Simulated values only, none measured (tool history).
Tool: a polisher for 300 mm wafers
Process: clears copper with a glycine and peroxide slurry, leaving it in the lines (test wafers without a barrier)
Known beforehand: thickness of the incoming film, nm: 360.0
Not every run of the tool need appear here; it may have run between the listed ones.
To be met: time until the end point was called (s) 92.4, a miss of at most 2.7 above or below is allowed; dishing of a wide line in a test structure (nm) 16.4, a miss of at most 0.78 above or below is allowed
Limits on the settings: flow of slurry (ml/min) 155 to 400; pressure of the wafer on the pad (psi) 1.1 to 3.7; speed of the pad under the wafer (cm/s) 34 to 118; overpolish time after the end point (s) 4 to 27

run,hour,flow of slurry (ml/min),pressure of the wafer on the pad (psi),speed of the pad under the wafer (cm/s),overpolish time after the end point (s),time until the end point was called (s),dishing of a wide line in a test structure (nm)
1,0,255,2.4,76,14,92.908,23.727
2,1.7,255,2.4,76,13,93.849,23.117
3,4.3,255,2.8,76,13,83.61,24.215
4,5.2,255,2.8,76,8,84.348,17.46
5,11.4,255,3.2,76,8,75.843,18.869
6,19.2,255,3.1,76,8,76.747,18.916
7,22.4,255,3,76,8,78.591,18.424
8,23.3,255,2.9,76,8,81.26,18.288
# hour 28.8: worn pad replaced by a new one
9,28.8,250,2.6,76,8,77.943,18.242
10,34.6,260,2.6,76,8,78.6,18.491
11,35.6,260,2.6,76,8,78.671,18.488
12,39,250,2.6,76,8,77.94,18.582
13,43,260,2.6,76,8,77.698,18.553
14,48.4,250,2.6,76,8,78.718,18.573
15,54.2,255,2.6,74,8,78.779,18.595
16,55.9,245,2.4,70,8,87.422,17.105
17,59.4,245,2.4,70,8,87.883,17.049
18,65.6,240,2.4,70,8,86.592,16.926
19,73.1,235,2.4,70,8,86.768,17.003
20,74.1,230,2.4,70,8,89.317,17.003
21,78.8,215,2.4,70,8,87.906,16.633
22,83.8,215,2.4,70,8,87.681,17.378
23,91.6,210,2.2,70,7,93.141,14.563

Which one of the following 4 next-run settings gets every result inside its allowed miss? There is exactly one.
A,99.4,225,2.3,68,8,?,?
B,99.4,170,2.3,68,6,?,?
C,99.4,170,2.4,68,6,?,?
D,99.4,255,2.5,56,9,?,?

move,time until the end point was called (s),dishing of a wide line in a test structure (nm)
A,92.721,16.362
B,96.024,12.686
C,93.061,13.007
D,94.351,17.715
A: every result lands within tolerance
B: its largest miss is bigger than the last run's
C: its largest miss is bigger than the last run's
D: moves the result that the last run missed by most past its target, out the other side
Correct choice: A, which meets every target
